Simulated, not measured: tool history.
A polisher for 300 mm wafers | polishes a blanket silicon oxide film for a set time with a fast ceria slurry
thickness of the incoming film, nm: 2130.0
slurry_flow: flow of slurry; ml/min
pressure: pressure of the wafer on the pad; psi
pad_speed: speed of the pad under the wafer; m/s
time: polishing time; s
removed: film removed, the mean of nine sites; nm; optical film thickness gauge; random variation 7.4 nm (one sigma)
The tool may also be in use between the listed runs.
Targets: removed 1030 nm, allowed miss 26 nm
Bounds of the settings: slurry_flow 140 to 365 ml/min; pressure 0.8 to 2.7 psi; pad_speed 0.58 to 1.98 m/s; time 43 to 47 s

| run | hour | slurry_flow | pressure | pad_speed | time | removed |
|---|---|---|---|---|---|---|
| 1 | 0 | 235 | 1.7 | 1.28 | 47 | 692.43 |
| 2 | 3.8 | 190 | 1.7 | 1.28 | 47 | 675.17 |
| 3 | 4.6 | 190 | 1.3 | 1.28 | 47 | 521.71 |
| 4 | 5.7 | 145 | 1.3 | 1.28 | 47 | 494.86 |
| 5 | 11.5 | 140 | 1.3 | 1.28 | 47 | 490.63 |
| 6 | 17.7 | 140 | 1.3 | 1.28 | 47 | 487.51 |
| 7 | 22 | 190 | 1.6 | 1.28 | 47 | 631.02 |
| 8 | 30 | 220 | 1.8 | 1.28 | 47 | 724.28 |
| 9 | 31.8 | 245 | 1.9 | 1.28 | 47 | 777.66 |
| 10 | 35.8 | 260 | 2 | 1.28 | 47 | 814.08 |
| 11 | 37.7 | 265 | 2.1 | 1.28 | 47 | 857.34 |
| 12 | 46.7 | 270 | 2.2 | 1.28 | 47 | 914.97 |
| 13 | 55.2 | 275 | 2.3 | 1.28 | 47 | 951.45 |
| 14 | 58.4 | 275 | 2.3 | 1.28 | 47 | 949.85 |
| 15 | 62.3 | 285 | 2.3 | 1.28 | 47 | 954.13 |
| 16 | 69.6 | 285 | 2.4 | 1.28 | 47 | 990.1 |
| 17 | 77.9 | 290 | 2.4 | 1.28 | 47 | 999.16 |
| 18 | 81.9 | 295 | 2.4 | 1.28 | 47 | 1002.1 |

4 next moves are on the table. One of them brings every result within its allowed miss. Which?
| A | 85.9 | 345 | 2.6 | 1.42 | 43 | ? |
| B | 85.9 | 215 | 2 | 1.54 | 47 | ? |
| C | 85.9 | 335 | 2.3 | 1.36 | 45 | ? |
| D | 85.9 | 330 | 2.4 | 1.44 | 43 | ? |

| move | removed |
|---|---|
| A | 1115.7 |
| B | 970.64 |
| C | 990.58 |
| D | 1041.9 |
A: takes the result that was furthest off past its target
B: further off than the last run
C: further off than the last run
D: meets every target
The right move is D.

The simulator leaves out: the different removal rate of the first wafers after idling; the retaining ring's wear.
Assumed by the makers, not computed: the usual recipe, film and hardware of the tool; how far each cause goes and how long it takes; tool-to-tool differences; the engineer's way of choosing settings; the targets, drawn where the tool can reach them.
